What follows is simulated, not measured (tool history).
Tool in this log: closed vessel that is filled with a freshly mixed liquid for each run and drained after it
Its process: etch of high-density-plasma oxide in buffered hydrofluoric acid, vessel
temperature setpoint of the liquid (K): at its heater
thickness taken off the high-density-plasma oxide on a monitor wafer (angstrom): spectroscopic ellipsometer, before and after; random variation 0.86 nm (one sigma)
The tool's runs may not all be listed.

run,hour,temperature setpoint of the liquid (K),parts of 40 % ammonium fluoride to one part of 49 % hydrofluoric acid (parts by volume),time in the liquid (s),thickness taken off the high-density-plasma oxide on a monitor wafer (angstrom)
1,0.0,296.15,15.5,100,1367.9
2,3.8,294.15,15.5,100,1213.6
3,11.2,296.15,15.5,100,1359.7
4,18.5,294.65,15.5,100,1252.3
5,25.4,296.65,15.5,100,1406.0
6,27.4,298.15,15.5,100,1523.3
7,35.6,302.15,14.5,100,2014.9
8,39.5,302.65,14.5,100,2072.4

Forecast run 9:
9,41.7,303.15,14.5,100,?

Run 9 gave thickness taken off the high-density-plasma oxide on a monitor wafer (angstrom) 2108.0.
